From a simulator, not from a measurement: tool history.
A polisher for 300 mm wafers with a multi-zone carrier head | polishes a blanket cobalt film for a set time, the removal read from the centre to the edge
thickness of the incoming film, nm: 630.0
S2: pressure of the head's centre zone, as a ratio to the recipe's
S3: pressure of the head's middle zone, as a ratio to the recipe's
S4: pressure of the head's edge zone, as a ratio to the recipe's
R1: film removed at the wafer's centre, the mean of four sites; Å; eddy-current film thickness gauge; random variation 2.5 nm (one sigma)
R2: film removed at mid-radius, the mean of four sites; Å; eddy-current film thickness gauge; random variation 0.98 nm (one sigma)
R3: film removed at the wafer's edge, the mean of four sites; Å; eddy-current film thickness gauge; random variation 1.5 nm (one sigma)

Run 1, hour 0: flow of slurry (ml/min) 320, S2 1, S3 1, S4 1, polishing time (s) 36. Result: R1 2212 Å, R2 2263.1 Å, R3 2200.6 Å.
Run 2, hour 4.2: flow of slurry (ml/min) 320, S2 1.04, S3 1, S4 1, polishing time (s) 36. Result: R1 2289.5 Å, R2 2262.6 Å, R3 2224.5 Å.
Run 3, hour 11.9: flow of slurry (ml/min) 285, S2 1.04, S3 1, S4 1, polishing time (s) 36. Result: R1 2352.4 Å, R2 2279.5 Å, R3 2218.8 Å.
Run 4, hour 12.6: flow of slurry (ml/min) 275, S2 1.05, S3 0.98, S4 0.97, polishing time (s) 34. Result: R1 2185.8 Å, R2 2088.8 Å, R3 2054.1 Å.
Run 5, hour 18.1: flow of slurry (ml/min) 270, S2 1.08, S3 0.97, S4 0.94, polishing time (s) 32. Result: R1 2115.7 Å, R2 1917.1 Å, R3 1885.9 Å.
Run 6, hour 24: flow of slurry (ml/min) 270, S2 1.13, S3 0.97, S4 0.94, polishing time (s) 32. Result: R1 2194.9 Å, R2 1944.1 Å, R3 1874.8 Å.
Run 7, hour 29.9: flow of slurry (ml/min) 270, S2 1.14, S3 0.96, S4 0.92, polishing time (s) 31. Result: R1 2164.3 Å, R2 1882.9 Å, R3 1806.6 Å.
Run 8, hour 33: flow of slurry (ml/min) 275, S2 1.14, S3 0.95, S4 0.91, polishing time (s) 30. Result: R1 2055.4 Å, R2 1774.7 Å, R3 1733 Å.
Run 9, hour 38.4: flow of slurry (ml/min) 275, S2 1.15, S3 0.94, S4 0.89, polishing time (s) 29. Result: R1 1964.9 Å, R2 1715.3 Å, R3 1640.2 Å.
Run 10, hour 44.8: flow of slurry (ml/min) 275, S2 1.16, S3 0.93, S4 0.88, polishing time (s) 29. Result: R1 2015.7 Å, R2 1694.4 Å, R3 1639.1 Å.
Run 11, hour 53.5: flow of slurry (ml/min) 275, S2 1.16, S3 0.92, S4 0.87, polishing time (s) 29. Result: R1 2069.1 Å, R2 1665.5 Å, R3 1643.5 Å.
Run 12, hour 55.4: flow of slurry (ml/min) 275, S2 1.16, S3 0.92, S4 0.86, polishing time (s) 28. Result: R1 1940.5 Å, R2 1620.4 Å, R3 1587.1 Å.
At hour 61.8: slurry nozzle cleaned.
Run 13, hour 61.8: flow of slurry (ml/min) 275, S2 1.16, S3 0.92, S4 0.85, polishing time (s) 28. Result: R1 1994.8 Å, R2 1673.4 Å, R3 1594.1 Å.
Run 14, hour 68.5: flow of slurry (ml/min) 260, S2 1.14, S3 0.87, S4 0.81, polishing time (s) 25. Result: R1 1783.8 Å, R2 1411.3 Å, R3 1399 Å.
Run 15, hour 72.3: flow of slurry (ml/min) 270, S2 1.15, S3 0.88, S4 0.82, polishing time (s) 25. Result: R1 1815.1 Å, R2 1445.6 Å, R3 1390.4 Å.
Run 16, hour 74.1: flow of slurry (ml/min) 275, S2 1.15, S3 0.89, S4 0.83, polishing time (s) 25. Result: R1 1810.9 Å, R2 1451.2 Å, R3 1409.3 Å.
Run 17, hour 76.9: flow of slurry (ml/min) 275, S2 1.15, S3 0.9, S4 0.84, polishing time (s) 25. Result: R1 1816.9 Å, R2 1469.3 Å, R3 1420.7 Å.
Run 18, hour 80.3: flow of slurry (ml/min) 275, S2 1.15, S3 0.9, S4 0.85, polishing time (s) 25. Result: R1 1817.5 Å, R2 1463.2 Å, R3 1441.9 Å.

The next listed run, before its measurement:
Run 19, hour 80.9: flow of slurry (ml/min) 280, S2 1.15, S3 0.91, S4 0.85, polishing time (s) 25. Result: R1 ?, R2 ?, R3 ?.

{"run 19": {"R1": 1810.9, "R2": 1470.1, "R3": 1437.2}}

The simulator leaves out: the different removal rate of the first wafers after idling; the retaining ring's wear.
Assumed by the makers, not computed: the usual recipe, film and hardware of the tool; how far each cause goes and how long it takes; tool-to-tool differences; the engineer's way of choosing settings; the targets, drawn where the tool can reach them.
